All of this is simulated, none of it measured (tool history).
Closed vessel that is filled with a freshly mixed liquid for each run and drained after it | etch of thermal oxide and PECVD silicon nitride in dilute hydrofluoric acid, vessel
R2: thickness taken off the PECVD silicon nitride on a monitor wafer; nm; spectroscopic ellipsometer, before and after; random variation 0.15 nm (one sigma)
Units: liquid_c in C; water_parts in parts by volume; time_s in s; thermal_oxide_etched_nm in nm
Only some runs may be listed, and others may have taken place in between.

Run 1, hour 0: liquid_c 22 C, water_parts 290 parts by volume, time_s 1800 s. Result: thermal_oxide_etched_nm 21.975 nm, R2 17.141 nm.
Run 2, hour 8: liquid_c 22 C, water_parts 270 parts by volume, time_s 1760 s. Result: thermal_oxide_etched_nm 23.589 nm, R2 17.814 nm.
Run 3, hour 9.3: liquid_c 22 C, water_parts 255 parts by volume, time_s 1730 s. Result: thermal_oxide_etched_nm 24.748 nm, R2 18.582 nm.
Run 4, hour 17.8: liquid_c 25.5 C, water_parts 255 parts by volume, time_s 1730 s. Result: thermal_oxide_etched_nm 27.94 nm, R2 23.195 nm.
Run 5, hour 18.7: liquid_c 25.5 C, water_parts 255 parts by volume, time_s 2375 s. Result: thermal_oxide_etched_nm 38.531 nm, R2 32.048 nm.
Run 6, hour 20.5: liquid_c 23.5 C, water_parts 265 parts by volume, time_s 2390 s. Result: thermal_oxide_etched_nm 34.476 nm, R2 26.95 nm.

Run 7 comes next. What will it give?
Run 7, hour 24.5: liquid_c 19.5 C, water_parts 300 parts by volume, time_s 2450 s. Result: thermal_oxide_etched_nm ?, R2 ?.

Logged for run 7: thermal_oxide_etched_nm 25.872 nm, R2 19.236 nm.
